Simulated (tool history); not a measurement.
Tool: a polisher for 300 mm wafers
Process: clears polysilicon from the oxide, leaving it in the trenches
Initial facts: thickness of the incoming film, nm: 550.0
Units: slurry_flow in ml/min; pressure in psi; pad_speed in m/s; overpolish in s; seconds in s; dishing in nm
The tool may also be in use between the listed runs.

| run | day | slurry_flow | pressure | pad_speed | overpolish | seconds | dishing |
|---|---|---|---|---|---|---|---|
| 1 | 0.000 | 170 | 2.0 | 0.92 | 26 | 66.026 | 72.131 |
| 2 | 0.046 | 170 | 2.1 | 0.92 | 25 | 61.832 | 68.884 |
| 3 | 0.167 | 170 | 2.1 | 0.92 | 17 | 63.098 | 65.733 |
| 4 | 0.488 | 170 | 2.2 | 0.92 | 19 | 61.129 | 65.901 |
| 5 | 0.638 | 170 | 2.3 | 0.92 | 22 | 57.447 | 69.506 |
| 6 | 0.875 | 170 | 2.4 | 0.92 | 23 | 55.969 | 71.349 |

Run 7, settings as shown, results not yet in. Your forecast:
| 7 | 1.088 | 170 | 2.4 | 0.92 | 23 | ? | ? |

seconds: 56.499 s
dishing: 69.467 nm

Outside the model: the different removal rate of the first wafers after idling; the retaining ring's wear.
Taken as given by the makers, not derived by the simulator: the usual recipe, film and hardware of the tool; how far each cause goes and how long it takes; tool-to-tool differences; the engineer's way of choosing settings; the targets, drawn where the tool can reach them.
